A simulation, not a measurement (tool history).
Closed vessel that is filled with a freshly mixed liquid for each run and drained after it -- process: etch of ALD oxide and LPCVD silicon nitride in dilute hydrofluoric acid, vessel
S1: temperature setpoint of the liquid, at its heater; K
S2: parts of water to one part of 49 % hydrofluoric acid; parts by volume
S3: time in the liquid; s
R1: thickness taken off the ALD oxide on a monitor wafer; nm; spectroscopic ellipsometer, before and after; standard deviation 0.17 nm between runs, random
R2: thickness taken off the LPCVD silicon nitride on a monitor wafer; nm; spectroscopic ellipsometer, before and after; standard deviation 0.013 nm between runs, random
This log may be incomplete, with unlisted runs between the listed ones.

run,day,S1,S2,S3,R1,R2
1,0.000,296.15,170,315,57.769,0.90998
2,0.100,295.15,210,300,40.729,0.65008
3,0.358,295.15,210,215,29.740,0.46067
4,0.575,296.15,210,215,30.718,0.51315
5,0.638,296.15,240,215,25.916,0.47342
6,0.946,295.15,255,220,23.458,0.38513

Run 7 comes next. What will it give?
7,1.279,295.15,270,215,?,?

R1: 21.575 nm
R2: 0.40353 nm
